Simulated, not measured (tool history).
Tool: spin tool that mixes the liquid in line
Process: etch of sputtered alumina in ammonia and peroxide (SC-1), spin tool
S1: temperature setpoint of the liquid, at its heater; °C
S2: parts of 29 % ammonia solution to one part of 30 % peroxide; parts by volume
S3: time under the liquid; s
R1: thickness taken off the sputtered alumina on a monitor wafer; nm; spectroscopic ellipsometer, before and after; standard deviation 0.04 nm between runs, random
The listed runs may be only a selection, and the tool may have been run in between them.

| run | hour | S1 | S2 | S3 | R1 |
|---|---|---|---|---|---|
| 1 | 0.0 | 61.0 | 0.75 | 95 | 6.6922 |
| 2 | 1.2 | 60.0 | 0.75 | 95 | 6.2494 |
| 3 | 4.5 | 59.0 | 0.75 | 95 | 5.9717 |
| 4 | 9.2 | 59.0 | 0.75 | 95 | 6.0296 |
| 5 | 14.7 | 58.5 | 0.75 | 95 | 5.8802 |
| 6 | 19.0 | 58.5 | 0.75 | 95 | 5.7611 |
| 7 | 23.0 | 58.0 | 0.75 | 95 | 5.7375 |

Run 8, settings as shown, results not yet in. Your forecast:
| 8 | 31.5 | 57.5 | 0.75 | 95 | ? |

Run 8 produced R1 5.5355 nm.

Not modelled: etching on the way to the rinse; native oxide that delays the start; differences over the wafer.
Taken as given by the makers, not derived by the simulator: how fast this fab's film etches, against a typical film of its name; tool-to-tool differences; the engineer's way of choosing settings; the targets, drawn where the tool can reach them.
